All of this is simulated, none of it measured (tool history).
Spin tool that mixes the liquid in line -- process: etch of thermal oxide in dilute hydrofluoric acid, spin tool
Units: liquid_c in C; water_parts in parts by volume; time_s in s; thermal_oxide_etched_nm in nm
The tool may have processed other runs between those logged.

run  hour  liquid_c  water_parts  time_s  thermal_oxide_etched_nm
  1   0.0      21.0          110     100                   3.8937
  2   7.1      18.5          110     100                   3.5138
  3  12.8      18.5           95     100                   4.1300
  4  14.0      18.5           95     100                   4.1082
  5  18.9      19.5           95     100                   4.3028
  6  21.7      20.5           95     100                   4.4513
  7  28.4      21.5           95     100                   4.6104
  8  37.2      22.0           95     100                   4.7689

Run 9 is up next; what results do you expect?
  9  39.5      26.0           85     100                        ?

{"run 9": {"thermal_oxide_etched_nm": 6.298}}
